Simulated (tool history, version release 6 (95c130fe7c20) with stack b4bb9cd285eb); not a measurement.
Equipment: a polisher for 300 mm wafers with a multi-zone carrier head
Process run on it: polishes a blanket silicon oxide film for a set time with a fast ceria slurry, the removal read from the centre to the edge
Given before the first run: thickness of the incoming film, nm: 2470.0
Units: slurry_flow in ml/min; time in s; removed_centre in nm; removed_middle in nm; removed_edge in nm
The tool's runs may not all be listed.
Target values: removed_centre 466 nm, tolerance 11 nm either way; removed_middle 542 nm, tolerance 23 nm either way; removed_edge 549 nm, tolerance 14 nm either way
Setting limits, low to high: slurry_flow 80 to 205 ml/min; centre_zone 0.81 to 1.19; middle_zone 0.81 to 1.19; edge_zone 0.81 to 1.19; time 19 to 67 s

Run 1, hour 0: slurry_flow 135 ml/min, centre_zone 1, middle_zone 1, edge_zone 1, time 43 s. Result: removed_centre 440.44 nm, removed_middle 440.74 nm, removed_edge 458.5 nm.
Run 2, hour 9: slurry_flow 150 ml/min, centre_zone 0.98, middle_zone 1.03, edge_zone 1.06, time 43 s. Result: removed_centre 437.57 nm, removed_middle 458.53 nm, removed_edge 472.89 nm.
Run 3, hour 16.5: slurry_flow 150 ml/min, centre_zone 0.98, middle_zone 1.03, edge_zone 1.13, time 43 s. Result: removed_centre 444.46 nm, removed_middle 458.15 nm, removed_edge 497.69 nm.
Run 4, hour 21.9: slurry_flow 160 ml/min, centre_zone 0.97, middle_zone 1.06, edge_zone 1.15, time 44 s. Result: removed_centre 453.78 nm, removed_middle 491.33 nm, removed_edge 513.18 nm.
Run 5, hour 24.3: slurry_flow 160 ml/min, centre_zone 0.97, middle_zone 1.06, edge_zone 1.15, time 39 s. Result: removed_centre 403.91 nm, removed_middle 431.98 nm, removed_edge 457.17 nm.
Run 6, hour 26.8: slurry_flow 160 ml/min, centre_zone 0.96, middle_zone 1.08, edge_zone 1.16, time 41 s. Result: removed_centre 415.46 nm, removed_middle 460.33 nm, removed_edge 481.29 nm.
Run 7, hour 31.8: slurry_flow 165 ml/min, centre_zone 0.96, middle_zone 1.09, edge_zone 1.17, time 43 s. Result: removed_centre 436.34 nm, removed_middle 485.37 nm, removed_edge 508.62 nm.
Run 8, hour 32.6: slurry_flow 175 ml/min, centre_zone 0.96, middle_zone 1.11, edge_zone 1.18, time 44 s. Result: removed_centre 453.43 nm, removed_middle 512.24 nm, removed_edge 523.67 nm.

Which of these 5 next moves meets every target?
Run A, hour 33.4: slurry_flow 170 ml/min, centre_zone 0.94, middle_zone 0.92, edge_zone 1.19, time 49 s. Result: removed_centre ?, removed_middle ?, removed_edge ?.
Run B, hour 33.4: slurry_flow 185 ml/min, centre_zone 0.88, middle_zone 1.03, edge_zone 1.18, time 49 s. Result: removed_centre ?, removed_middle ?, removed_edge ?.
Run C, hour 33.4: slurry_flow 175 ml/min, centre_zone 0.95, middle_zone 1.13, edge_zone 1.19, time 46 s. Result: removed_centre ?, removed_middle ?, removed_edge ?.
Run D, hour 33.4: slurry_flow 175 ml/min, centre_zone 0.95, middle_zone 1.01, edge_zone 1.19, time 46 s. Result: removed_centre ?, removed_middle ?, removed_edge ?.
Run E, hour 33.4: slurry_flow 170 ml/min, centre_zone 0.99, middle_zone 1.09, edge_zone 1.14, time 47 s. Result: removed_centre ?, removed_middle ?, removed_edge ?.

move  removed_centre  removed_middle  removed_edge
   A          493.64          490.15        590.83
   B          469.12          546.27        592.92
   C           471.5          550.11        554.91
   D           471.1          499.89         555.8
   E          499.48          542.41        552.95
A: the result that was furthest off in the last run now lies on the other side of its target
B: the result that was furthest off in the last run now lies on the other side of its target
C: every result within its allowed miss
D: gets the furthest-off result to its target, but another result is out of tolerance
E: gets the furthest-off result to its target, but another result is out of tolerance
So the answer is move C, the one that meets all the targets.
